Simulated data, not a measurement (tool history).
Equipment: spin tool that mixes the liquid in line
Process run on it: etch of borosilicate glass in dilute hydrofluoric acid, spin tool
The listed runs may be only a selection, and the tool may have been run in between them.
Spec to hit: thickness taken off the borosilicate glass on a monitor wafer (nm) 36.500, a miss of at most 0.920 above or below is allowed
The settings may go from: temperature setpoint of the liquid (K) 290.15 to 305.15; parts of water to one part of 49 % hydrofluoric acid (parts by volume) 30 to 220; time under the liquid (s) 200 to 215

| run | hour | temperature setpoint of the liquid (K) | parts of water to one part of 49 % hydrofluoric acid (parts by volume) | time under the liquid (s) | thickness taken off the borosilicate glass on a monitor wafer (nm) |
|---|---|---|---|---|---|
| 1 | 0.0 | 297.15 | 125 | 200 | 48.719 |
| 2 | 3.6 | 297.15 | 125 | 200 | 48.477 |
| 3 | 4.4 | 295.15 | 125 | 200 | 45.012 |
| 4 | 5.1 | 295.15 | 125 | 215 | 48.571 |
| 5 | 11.7 | 295.15 | 125 | 200 | 45.022 |
| 6 | 18.5 | 295.15 | 125 | 215 | 48.139 |
| 7 | 20.9 | 293.65 | 125 | 215 | 45.664 |
| 8 | 26.9 | 292.65 | 125 | 215 | 43.738 |

Which single option among these 5 for the next run brings every result within its allowed miss of target? Just one does.
| A | 32.9 | 290.65 | 120 | 200 | ? |
| B | 32.9 | 292.15 | 140 | 200 | ? |
| C | 32.9 | 290.15 | 120 | 200 | ? |
| D | 32.9 | 290.15 | 125 | 200 | ? |
| E | 32.9 | 290.15 | 120 | 205 | ? |

| move | thickness taken off the borosilicate glass on a monitor wafer (nm) |
|---|---|
| A | 39.203 |
| B | 35.007 |
| C | 38.396 |
| D | 36.676 |
| E | 39.356 |
A: nearer than the last run, and not there yet
B: carries the result that was furthest off beyond its target, to the other side
C: nearer than the last run, and not there yet
D: meets every target
E: nearer than the last run, and not there yet
Answer: D
